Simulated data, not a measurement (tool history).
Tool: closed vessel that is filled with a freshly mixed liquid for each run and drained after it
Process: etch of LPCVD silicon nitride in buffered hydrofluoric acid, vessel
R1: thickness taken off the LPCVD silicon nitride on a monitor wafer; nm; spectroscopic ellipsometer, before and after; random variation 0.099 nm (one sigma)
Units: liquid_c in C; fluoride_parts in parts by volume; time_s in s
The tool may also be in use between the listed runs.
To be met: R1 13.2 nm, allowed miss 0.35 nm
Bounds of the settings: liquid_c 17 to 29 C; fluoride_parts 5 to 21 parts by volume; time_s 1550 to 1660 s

run 1 hour=0 | liquid_c=21 fluoride_parts=13 time_s=1550 | R1=17.131
run 2 hour=3.2 | liquid_c=20 fluoride_parts=13 time_s=1550 | R1=16.197
run 3 hour=11.9 | liquid_c=19.5 fluoride_parts=13 time_s=1550 | R1=15.748
run 4 hour=14.9 | liquid_c=17 fluoride_parts=13 time_s=1550 | R1=13.791
run 5 hour=17.8 | liquid_c=17 fluoride_parts=10.5 time_s=1550 | R1=16.762
run 6 hour=22 | liquid_c=17 fluoride_parts=10.5 time_s=1660 | R1=18.033
run 7 hour=25.9 | liquid_c=17 fluoride_parts=11.5 time_s=1660 | R1=16.604
run 8 hour=33.2 | liquid_c=17 fluoride_parts=12 time_s=1660 | R1=15.675
run 9 hour=41.9 | liquid_c=17 fluoride_parts=12.5 time_s=1660 | R1=15.057
run 10 hour=46.6 | liquid_c=17 fluoride_parts=13 time_s=1660 | R1=14.522
run 11 hour=48.5 | liquid_c=17 fluoride_parts=13 time_s=1660 | R1=14.557
run 12 hour=55.9 | liquid_c=17 fluoride_parts=13.5 time_s=1660 | R1=14.085
run 13 hour=61.9 | liquid_c=17 fluoride_parts=14 time_s=1660 | R1=13.492

Which of these 4 next moves meets every target?
run A hour=67.9 | liquid_c=20.5 fluoride_parts=15.5 time_s=1550 | R1=?
run B hour=67.9 | liquid_c=17.5 fluoride_parts=14 time_s=1655 | R1=?
run C hour=67.9 | liquid_c=17 fluoride_parts=13 time_s=1610 | R1=?
run D hour=67.9 | liquid_c=17 fluoride_parts=14 time_s=1600 | R1=?

move=A R1=13.999
move=B R1=13.948
move=C R1=14.182
move=D R1=13.105
A: further off than the last run
B: further off than the last run
C: further off than the last run
D: meets every target
The right move is D.
